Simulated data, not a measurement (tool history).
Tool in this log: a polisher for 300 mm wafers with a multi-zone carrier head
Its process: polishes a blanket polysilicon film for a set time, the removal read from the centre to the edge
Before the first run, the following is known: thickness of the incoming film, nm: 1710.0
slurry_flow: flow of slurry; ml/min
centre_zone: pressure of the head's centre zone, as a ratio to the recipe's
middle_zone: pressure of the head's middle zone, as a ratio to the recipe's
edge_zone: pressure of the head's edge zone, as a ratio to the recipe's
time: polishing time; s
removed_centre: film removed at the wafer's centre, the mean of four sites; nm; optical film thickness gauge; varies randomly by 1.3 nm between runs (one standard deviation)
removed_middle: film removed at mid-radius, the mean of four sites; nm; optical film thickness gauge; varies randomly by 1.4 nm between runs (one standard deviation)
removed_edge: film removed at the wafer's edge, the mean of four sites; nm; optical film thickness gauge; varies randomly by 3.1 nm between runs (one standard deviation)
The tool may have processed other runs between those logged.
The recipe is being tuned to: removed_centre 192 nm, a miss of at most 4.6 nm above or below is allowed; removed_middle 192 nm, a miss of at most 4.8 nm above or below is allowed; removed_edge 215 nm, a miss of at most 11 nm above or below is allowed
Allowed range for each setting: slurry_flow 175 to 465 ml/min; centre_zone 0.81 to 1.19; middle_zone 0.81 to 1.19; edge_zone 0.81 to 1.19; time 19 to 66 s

| run | day | slurry_flow | centre_zone | middle_zone | edge_zone | time | removed_centre | removed_middle | removed_edge |
|---|---|---|---|---|---|---|---|---|---|
| 1 | 0 | 295 | 1 | 1 | 1 | 42 | 217.92 | 220.75 | 213.5 |
| 2 | 0.025 | 295 | 1.03 | 1 | 1 | 42 | 224.87 | 215.96 | 216.53 |
| 3 | 0.321 | 285 | 1.01 | 0.98 | 1.02 | 42 | 221.75 | 218.35 | 223.09 |
| 4 | 0.392 | 360 | 1.01 | 0.98 | 1.02 | 42 | 224.72 | 219.8 | 226.63 |
| 5 | 0.525 | 355 | 0.99 | 0.96 | 1.01 | 42 | 219.46 | 215.13 | 226.65 |
| 6 | 0.629 | 355 | 1.04 | 0.96 | 1.01 | 42 | 231.47 | 211.75 | 220.17 |
| 7 | 0.788 | 355 | 1.04 | 0.96 | 1.01 | 42 | 230.22 | 217.53 | 223.67 |
| 8 | 1.058 | 350 | 1.02 | 0.94 | 1 | 42 | 229.46 | 211.34 | 220.65 |
| 9 | 1.292 | 350 | 1 | 0.93 | 1 | 42 | 226 | 212.89 | 222.2 |
| 10 | 1.65 | 265 | 0.9 | 0.83 | 1 | 40 | 186.89 | 177.83 | 206 |
| 11 | 1.808 | 275 | 0.9 | 0.84 | 1 | 40 | 185.94 | 180.29 | 210.26 |
| 12 | 2.108 | 280 | 0.9 | 0.85 | 1 | 40 | 185.21 | 181.93 | 210.75 |

Which single option among these 5 for the next run brings every result within its allowed miss of target? Just one does.
| A | 2.408 | 310 | 0.89 | 0.86 | 1.03 | 39 | ? | ? | ? |
| B | 2.408 | 255 | 0.86 | 0.89 | 1.01 | 41 | ? | ? | ? |
| C | 2.408 | 260 | 0.98 | 0.97 | 1.18 | 38 | ? | ? | ? |
| D | 2.408 | 280 | 0.84 | 0.96 | 0.98 | 41 | ? | ? | ? |
| E | 2.408 | 180 | 1.08 | 1.01 | 1.11 | 35 | ? | ? | ? |

| move | removed_centre | removed_middle | removed_edge |
|---|---|---|---|
| A | 179.7 | 180.75 | 211.91 |
| B | 179.74 | 192.79 | 218.23 |
| C | 190.45 | 192.1 | 218.77 |
| D | 176.94 | 206.79 | 216 |
| E | 187.49 | 177.83 | 190.98 |
A: the biggest miss grows against the last run
B: brings the last run's worst result on target, with another outside its allowed miss
C: every result lands within tolerance
D: carries the result that was furthest off beyond its target, to the other side
E: the biggest miss grows against the last run
Go with C: it meets all targets.

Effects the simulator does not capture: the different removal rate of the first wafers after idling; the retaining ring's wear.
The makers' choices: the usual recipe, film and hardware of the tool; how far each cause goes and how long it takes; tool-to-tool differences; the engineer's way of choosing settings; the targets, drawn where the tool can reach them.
